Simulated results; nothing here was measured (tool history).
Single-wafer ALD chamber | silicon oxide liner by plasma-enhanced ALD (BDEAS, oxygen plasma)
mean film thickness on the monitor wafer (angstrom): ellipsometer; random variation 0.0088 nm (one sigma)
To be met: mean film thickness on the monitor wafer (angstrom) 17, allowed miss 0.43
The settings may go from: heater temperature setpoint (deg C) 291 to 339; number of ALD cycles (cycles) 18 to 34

| run | day | heater temperature setpoint (deg C) | number of ALD cycles (cycles) | mean film thickness on the monitor wafer (angstrom) |
|---|---|---|---|---|
| 1 | 0 | 315 | 26 | 22.393 |
| 2 | 0.038 | 315 | 28 | 24.272 |
| 3 | 0.171 | 315 | 27 | 23.404 |
| 4 | 0.262 | 315 | 25 | 21.431 |
| 5 | 0.575 | 315 | 24 | 20.701 |
| 6 | 0.662 | 321 | 24 | 20.502 |
| 7 | 0.738 | 321 | 23 | 19.668 |
| 8 | 1.008 | 322 | 19 | 16.252 |

Which of these 4 next moves meets every target?
| A | 1.279 | 325 | 20 | ? |
| B | 1.279 | 314 | 18 | ? |
| C | 1.279 | 317 | 19 | ? |
| D | 1.279 | 322 | 18 | ? |

| move | mean film thickness on the monitor wafer (angstrom) |
|---|---|
| A | 16.961 |
| B | 15.54 |
| C | 16.324 |
| D | 15.34 |
A: meets every target
B: further off than the last run
C: nearer than the last run, and not there yet
D: further off than the last run
The right move is A.

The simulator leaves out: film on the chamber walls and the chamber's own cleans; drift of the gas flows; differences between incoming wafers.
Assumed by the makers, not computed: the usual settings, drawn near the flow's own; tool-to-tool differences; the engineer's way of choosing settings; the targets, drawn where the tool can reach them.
